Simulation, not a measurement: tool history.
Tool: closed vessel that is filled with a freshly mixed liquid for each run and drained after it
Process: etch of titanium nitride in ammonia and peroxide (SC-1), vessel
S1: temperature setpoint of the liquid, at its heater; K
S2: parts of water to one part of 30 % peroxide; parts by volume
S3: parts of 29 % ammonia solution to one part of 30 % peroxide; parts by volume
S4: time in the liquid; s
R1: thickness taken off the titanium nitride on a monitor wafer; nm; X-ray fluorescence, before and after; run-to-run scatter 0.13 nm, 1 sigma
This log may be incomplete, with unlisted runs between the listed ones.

run,hour,S1,S2,S3,S4,R1
1,0.0,331.15,23.0,0.55,990,51.345
2,8.7,331.15,23.0,0.45,990,49.542
3,11.6,331.15,23.0,0.45,990,48.991
4,16.0,331.15,17.0,0.45,990,58.152
5,22.9,328.15,17.0,0.45,990,47.964
6,31.8,326.15,17.0,0.45,990,41.540
7,37.5,326.15,17.0,0.45,990,41.571
8,39.7,320.65,17.0,0.45,990,28.622

What will run 9 give?
9,43.2,321.15,17.0,0.45,990,?

{"run 9": {"R1": 29.651}}
